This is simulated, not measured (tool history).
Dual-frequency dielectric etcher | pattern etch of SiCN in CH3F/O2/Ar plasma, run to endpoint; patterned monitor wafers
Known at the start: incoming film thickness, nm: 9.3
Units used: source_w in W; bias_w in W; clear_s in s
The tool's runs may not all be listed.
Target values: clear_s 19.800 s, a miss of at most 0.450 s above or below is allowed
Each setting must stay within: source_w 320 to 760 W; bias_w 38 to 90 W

| run | hour | source_w | bias_w | clear_s |
|---|---|---|---|---|
| 1 | 0.0 | 540 | 64 | 22.908 |
| 2 | 3.9 | 560 | 65 | 22.108 |
| 3 | 8.2 | 570 | 65 | 22.044 |
| 4 | 13.2 | 580 | 65 | 21.882 |
| 5 | 15.9 | 590 | 65 | 21.574 |
| 6 | 21.2 | 600 | 65 | 21.384 |
| 7 | 29.0 | 610 | 65 | 21.099 |
| 8 | 34.1 | 620 | 65 | 21.049 |
| 9 | 36.3 | 630 | 65 | 20.827 |
| 10 | 39.2 | 640 | 65 | 20.947 |
| 11 | 48.1 | 650 | 65 | 20.358 |
| 12 | 56.1 | 670 | 65 | 20.224 |

Next run, 4 choices. One meets every target within its allowed miss, the rest don't. Which?
| A | 64.1 | 630 | 60 | ? |
| B | 64.1 | 650 | 63 | ? |
| C | 64.1 | 620 | 68 | ? |
| D | 64.1 | 670 | 70 | ? |

| move | clear_s |
|---|---|
| A | 21.165 |
| B | 20.662 |
| C | 20.825 |
| D | 19.955 |
A: moves away from the targets compared with the last run
B: moves away from the targets compared with the last run
C: moves away from the targets compared with the last run
D: hits every target within its allowed miss
D meets every target.
